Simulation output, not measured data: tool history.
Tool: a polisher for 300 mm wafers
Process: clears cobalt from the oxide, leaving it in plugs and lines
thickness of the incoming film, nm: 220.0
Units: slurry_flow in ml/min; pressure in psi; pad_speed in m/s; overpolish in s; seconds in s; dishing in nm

run 1 hour=0.0 | slurry_flow=190 pressure=1.7 pad_speed=0.78 overpolish=11 | seconds=67.646 dishing=27.870
run 2 hour=2.1 | slurry_flow=190 pressure=1.6 pad_speed=0.70 overpolish=9 | seconds=79.450 dishing=21.297
run 3 hour=11.0 | slurry_flow=175 pressure=1.6 pad_speed=0.70 overpolish=9 | seconds=84.113 dishing=20.657
run 4 hour=13.8 | slurry_flow=210 pressure=1.6 pad_speed=0.70 overpolish=9 | seconds=77.157 dishing=21.566
run 5 hour=21.7 | slurry_flow=220 pressure=1.4 pad_speed=0.66 overpolish=8 | seconds=94.197 dishing=17.018
-- hour=22.4 slurry nozzle cleaned
run 6 hour=22.4 | slurry_flow=220 pressure=1.4 pad_speed=0.66 overpolish=12 | seconds=89.539 dishing=24.972

Run 7 comes next. What will it give?
run 7 hour=27.4 | slurry_flow=230 pressure=1.4 pad_speed=0.60 overpolish=10 | seconds=? dishing=?

{"run 7": {"seconds": 96.746, "dishing": 20.186}}
